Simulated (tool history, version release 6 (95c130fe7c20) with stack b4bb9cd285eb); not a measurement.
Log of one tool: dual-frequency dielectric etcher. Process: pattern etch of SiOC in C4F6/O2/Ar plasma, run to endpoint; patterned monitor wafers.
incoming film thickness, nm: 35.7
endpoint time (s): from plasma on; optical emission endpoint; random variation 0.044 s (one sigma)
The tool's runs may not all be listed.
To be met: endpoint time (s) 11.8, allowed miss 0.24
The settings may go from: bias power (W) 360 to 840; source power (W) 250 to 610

run,day,bias power (W),source power (W),endpoint time (s)
1,0,600,430,9.8917
2,0.25,667,430,9.4721
3,0.546,626,420,9.6914
4,0.717,588,410,10.095
5,1.017,557,400,10.497
6,1.183,536,400,10.655
# day 1.458: source power generator calibrated
7,1.458,518,400,10.618
8,1.608,518,400,10.569
9,1.696,498,390,10.924
10,1.721,482,390,11.099
11,2.021,470,390,11.188
12,2.238,460,390,11.274
13,2.325,451,390,11.395
14,2.696,445,390,11.519
15,2.75,445,390,11.51
16,2.988,445,390,11.547
17,3.129,441,390,11.554

5 next moves are on the table. One of them brings every result within its allowed miss. Which?
A,3.271,500,310,?
B,3.271,446,450,?
C,3.271,420,430,?
D,3.271,481,380,?
E,3.271,430,440,?

move,endpoint time (s)
A,11.832
B,10.9
C,11.367
D,11.206
E,11.161
A: meets every target
B: further off than the last run
C: further off than the last run
D: further off than the last run
E: further off than the last run
Answer: A
